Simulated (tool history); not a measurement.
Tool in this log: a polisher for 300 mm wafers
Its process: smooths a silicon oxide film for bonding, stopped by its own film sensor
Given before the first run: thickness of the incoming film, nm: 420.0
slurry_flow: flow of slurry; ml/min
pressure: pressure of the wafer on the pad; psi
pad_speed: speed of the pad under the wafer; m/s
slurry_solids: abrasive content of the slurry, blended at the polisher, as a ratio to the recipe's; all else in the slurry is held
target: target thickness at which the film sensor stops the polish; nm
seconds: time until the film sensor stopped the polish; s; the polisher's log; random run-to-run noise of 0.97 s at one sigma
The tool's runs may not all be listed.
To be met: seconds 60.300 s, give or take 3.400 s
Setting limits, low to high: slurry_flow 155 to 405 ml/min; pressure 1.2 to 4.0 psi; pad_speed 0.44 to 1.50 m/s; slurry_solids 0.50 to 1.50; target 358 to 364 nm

Run 1, hour 0.0: slurry_flow 260 ml/min, pressure 2.6 psi, pad_speed 0.96 m/s, slurry_solids 1.00, target 358 nm. Result: seconds 76.668 s.
Run 2, hour 5.9: slurry_flow 260 ml/min, pressure 2.6 psi, pad_speed 0.96 m/s, slurry_solids 0.85, target 358 nm. Result: seconds 81.551 s.
Run 3, hour 7.5: slurry_flow 260 ml/min, pressure 2.8 psi, pad_speed 0.96 m/s, slurry_solids 0.85, target 358 nm. Result: seconds 76.938 s.
Run 4, hour 8.6: slurry_flow 260 ml/min, pressure 2.8 psi, pad_speed 0.78 m/s, slurry_solids 0.85, target 358 nm. Result: seconds 89.210 s.
Run 5, hour 12.4: slurry_flow 260 ml/min, pressure 3.1 psi, pad_speed 0.80 m/s, slurry_solids 0.85, target 358 nm. Result: seconds 78.500 s.
Run 6, hour 17.9: slurry_flow 260 ml/min, pressure 3.1 psi, pad_speed 0.80 m/s, slurry_solids 0.85, target 364 nm. Result: seconds 70.318 s.
Run 7, hour 23.2: slurry_flow 260 ml/min, pressure 3.2 psi, pad_speed 0.80 m/s, slurry_solids 0.85, target 364 nm. Result: seconds 68.594 s.
Run 8, hour 31.2: slurry_flow 260 ml/min, pressure 3.3 psi, pad_speed 0.80 m/s, slurry_solids 0.85, target 364 nm. Result: seconds 65.549 s.
Run 9, hour 36.7: slurry_flow 260 ml/min, pressure 3.4 psi, pad_speed 0.80 m/s, slurry_solids 0.85, target 364 nm. Result: seconds 63.829 s.
Run 10, hour 38.7: slurry_flow 260 ml/min, pressure 3.4 psi, pad_speed 0.80 m/s, slurry_solids 0.85, target 364 nm. Result: seconds 65.545 s.

Which of these 4 next moves meets every target?
Run A, hour 40.7: slurry_flow 295 ml/min, pressure 3.0 psi, pad_speed 0.84 m/s, slurry_solids 0.80, target 362 nm. Result: seconds ?.
Run B, hour 40.7: slurry_flow 285 ml/min, pressure 3.3 psi, pad_speed 0.78 m/s, slurry_solids 0.70, target 364 nm. Result: seconds ?.
Run C, hour 40.7: slurry_flow 290 ml/min, pressure 3.4 psi, pad_speed 1.04 m/s, slurry_solids 0.75, target 358 nm. Result: seconds ?.
Run D, hour 40.7: slurry_flow 230 ml/min, pressure 3.5 psi, pad_speed 0.80 m/s, slurry_solids 0.85, target 360 nm. Result: seconds ?.

move  seconds
   A   73.453
   B   71.449
   C   59.761
   D   68.345
A: further off than the last run
B: further off than the last run
C: meets every target
D: further off than the last run
The move that meets every target is C.
